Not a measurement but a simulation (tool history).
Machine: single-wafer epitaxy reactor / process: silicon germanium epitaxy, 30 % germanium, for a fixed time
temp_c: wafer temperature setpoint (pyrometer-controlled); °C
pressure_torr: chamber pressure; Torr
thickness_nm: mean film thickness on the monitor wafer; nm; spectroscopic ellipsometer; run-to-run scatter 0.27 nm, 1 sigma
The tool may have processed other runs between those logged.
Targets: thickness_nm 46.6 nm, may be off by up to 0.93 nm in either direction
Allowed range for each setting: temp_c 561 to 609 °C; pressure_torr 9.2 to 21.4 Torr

run 1 hour=0 | temp_c=585 pressure_torr=15.3 | thickness_nm=41.099
run 2 hour=7.5 | temp_c=586 pressure_torr=15.3 | thickness_nm=41.888
run 3 hour=15.1 | temp_c=587 pressure_torr=15.3 | thickness_nm=42.988
run 4 hour=23.3 | temp_c=578 pressure_torr=15.3 | thickness_nm=34.987
run 5 hour=24.4 | temp_c=581 pressure_torr=15.3 | thickness_nm=37.567
run 6 hour=32.6 | temp_c=583 pressure_torr=15.3 | thickness_nm=38.935
run 7 hour=35.7 | temp_c=585 pressure_torr=15.3 | thickness_nm=41.253
run 8 hour=44.2 | temp_c=586 pressure_torr=15.3 | thickness_nm=41.876
run 9 hour=51.2 | temp_c=587 pressure_torr=15.3 | thickness_nm=43.012
run 10 hour=53.6 | temp_c=588 pressure_torr=15.3 | thickness_nm=43.438
run 11 hour=59.5 | temp_c=589 pressure_torr=15.3 | thickness_nm=44.447
run 12 hour=64.7 | temp_c=590 pressure_torr=15.3 | thickness_nm=45.432
run 13 hour=72 | temp_c=590 pressure_torr=15.3 | thickness_nm=45.193

Of the 4 settings listed for the next run, only one would bring every result within its allowed miss of target. Which one?
run A hour=79.3 | temp_c=589 pressure_torr=15.4 | thickness_nm=?
run B hour=79.3 | temp_c=592 pressure_torr=15 | thickness_nm=?
run C hour=79.3 | temp_c=586 pressure_torr=15.8 | thickness_nm=?
run D hour=79.3 | temp_c=588 pressure_torr=16 | thickness_nm=?

move=A thickness_nm=45.023
move=B thickness_nm=47.207
move=C thickness_nm=42.898
move=D thickness_nm=45.015
A: moves away from the targets compared with the last run
B: each result inside its tolerance
C: moves away from the targets compared with the last run
D: moves away from the targets compared with the last run
B meets every target.
